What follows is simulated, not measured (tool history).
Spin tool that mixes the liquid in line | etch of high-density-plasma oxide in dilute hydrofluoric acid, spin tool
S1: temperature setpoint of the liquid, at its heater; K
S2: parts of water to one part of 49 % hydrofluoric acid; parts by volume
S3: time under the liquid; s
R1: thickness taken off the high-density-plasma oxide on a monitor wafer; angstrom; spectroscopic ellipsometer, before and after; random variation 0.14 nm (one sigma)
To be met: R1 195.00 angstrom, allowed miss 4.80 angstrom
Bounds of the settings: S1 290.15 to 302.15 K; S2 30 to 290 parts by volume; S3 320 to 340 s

run,day,S1,S2,S3,R1
1,0.000,294.15,160,320,160.47
2,0.088,295.15,160,320,170.11
3,0.221,293.15,160,320,154.82
4,0.508,296.15,160,320,174.54
5,0.596,296.65,160,320,176.71
6,0.742,296.65,160,320,177.23
7,1.050,296.65,160,320,176.39
8,1.267,297.15,160,320,182.93
9,1.488,298.15,160,320,186.19

Which of these 5 next moves meets every target?
A,1.708,296.65,165,340,?
B,1.708,298.15,155,340,?
C,1.708,301.15,180,340,?
D,1.708,301.15,180,320,?
E,1.708,301.15,160,320,?

move,R1
A,183.05
B,208.60
C,194.75
D,183.29
E,211.30
A: further off than the last run
B: takes the result that was furthest off past its target
C: meets every target
D: further off than the last run
E: takes the result that was furthest off past its target
The right move is C.
